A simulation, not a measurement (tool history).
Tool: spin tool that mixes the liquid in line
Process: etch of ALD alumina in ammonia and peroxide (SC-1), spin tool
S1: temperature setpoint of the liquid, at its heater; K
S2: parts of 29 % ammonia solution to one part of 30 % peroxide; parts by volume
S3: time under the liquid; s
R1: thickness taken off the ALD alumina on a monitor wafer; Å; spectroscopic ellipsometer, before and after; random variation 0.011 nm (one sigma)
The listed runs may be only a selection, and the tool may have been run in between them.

{"run": 1, "day": 0.0, "S1": 320.15, "S2": 0.5, "S3": 40, "R1": 11.12}
{"run": 2, "day": 0.162, "S1": 320.15, "S2": 0.5, "S3": 40, "R1": 11.067}
{"run": 3, "day": 0.442, "S1": 320.65, "S2": 0.5, "S3": 40, "R1": 11.41}
{"run": 4, "day": 0.717, "S1": 313.65, "S2": 0.5, "S3": 40, "R1": 7.6778}
{"run": 5, "day": 0.738, "S1": 315.15, "S2": 0.5, "S3": 40, "R1": 8.3672}
{"run": 6, "day": 0.779, "S1": 316.15, "S2": 0.5, "S3": 40, "R1": 8.8795}
{"run": 7, "day": 1.112, "S1": 317.15, "S2": 0.5, "S3": 40, "R1": 9.2772}

Predict the results of run 8:
{"run": 8, "day": 1.442, "S1": 318.15, "S2": 0.5, "S3": 40, "R1": "?"}

{"run 8": {"R1": 9.8126}}

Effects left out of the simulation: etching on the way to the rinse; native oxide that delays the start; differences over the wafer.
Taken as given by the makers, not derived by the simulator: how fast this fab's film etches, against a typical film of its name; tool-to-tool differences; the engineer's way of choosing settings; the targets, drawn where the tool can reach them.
